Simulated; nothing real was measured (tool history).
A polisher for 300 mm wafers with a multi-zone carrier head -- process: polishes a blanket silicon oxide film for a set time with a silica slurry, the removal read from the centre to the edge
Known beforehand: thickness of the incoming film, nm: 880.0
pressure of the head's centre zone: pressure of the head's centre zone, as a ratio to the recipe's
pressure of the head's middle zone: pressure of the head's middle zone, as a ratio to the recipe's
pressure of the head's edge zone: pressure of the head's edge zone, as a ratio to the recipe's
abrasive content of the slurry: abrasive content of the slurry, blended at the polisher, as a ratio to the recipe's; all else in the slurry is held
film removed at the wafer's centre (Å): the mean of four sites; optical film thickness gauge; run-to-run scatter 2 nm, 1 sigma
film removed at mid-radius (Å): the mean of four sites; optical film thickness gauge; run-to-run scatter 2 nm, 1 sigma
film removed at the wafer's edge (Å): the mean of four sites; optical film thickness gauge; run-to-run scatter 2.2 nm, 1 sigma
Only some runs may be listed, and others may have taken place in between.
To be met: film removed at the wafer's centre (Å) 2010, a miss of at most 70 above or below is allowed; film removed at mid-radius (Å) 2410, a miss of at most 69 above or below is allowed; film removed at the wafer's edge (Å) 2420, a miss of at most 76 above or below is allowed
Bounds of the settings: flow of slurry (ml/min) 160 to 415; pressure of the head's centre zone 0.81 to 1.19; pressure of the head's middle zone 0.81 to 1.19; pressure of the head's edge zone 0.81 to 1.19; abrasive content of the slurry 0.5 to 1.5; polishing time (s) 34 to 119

run,hour,flow of slurry (ml/min),pressure of the head's centre zone,pressure of the head's middle zone,pressure of the head's edge zone,abrasive content of the slurry,polishing time (s),film removed at the wafer's centre (Å),film removed at mid-radius (Å),film removed at the wafer's edge (Å)
1,0,265,1,1,1,1,76,3284.9,3338.8,3271
2,8.7,250,0.94,0.98,0.98,0.85,75,2733,2863.4,2925.8
3,11.4,235,0.9,0.99,0.95,0.8,75,2479.7,2787.3,2725.3
4,17.3,220,0.87,0.97,0.94,0.75,75,2192.1,2577.5,2574.2
5,23.7,205,0.86,0.96,0.93,0.75,75,2162.1,2528.5,2547.7
6,31.4,195,0.85,0.95,0.92,0.75,75,2135.8,2445.5,2451.3
7,32.2,190,0.84,0.95,0.93,0.75,75,2129.3,2436.3,2478.2
8,40.5,190,0.83,0.95,0.93,0.75,75,2075.8,2494.9,2488.7

Exercise: of the 4 proposed moves below, exactly one satisfies all targets within the stated allowed misses. Which move is it?
A,48.8,195,0.81,0.94,0.99,0.75,75,?,?,?
B,48.8,195,0.81,0.87,0.99,0.7,83,?,?,?
C,48.8,180,0.85,0.97,0.95,0.7,77,?,?,?
D,48.8,190,0.81,0.94,0.93,0.7,84,?,?,?

move,film removed at the wafer's centre (Å),film removed at mid-radius (Å),film removed at the wafer's edge (Å)
A,2040.9,2466.8,2581.8
B,2125.3,2410.1,2692.5
C,2037.5,2411.8,2423.1
D,2140.9,2589.3,2639.5
A: gets the furthest-off result to its target, but another result is out of tolerance
B: gets the furthest-off result to its target, but another result is out of tolerance
C: all results land within tolerance of their targets
D: misses by more than the last run did
C is the move that brings every result within its allowed miss.

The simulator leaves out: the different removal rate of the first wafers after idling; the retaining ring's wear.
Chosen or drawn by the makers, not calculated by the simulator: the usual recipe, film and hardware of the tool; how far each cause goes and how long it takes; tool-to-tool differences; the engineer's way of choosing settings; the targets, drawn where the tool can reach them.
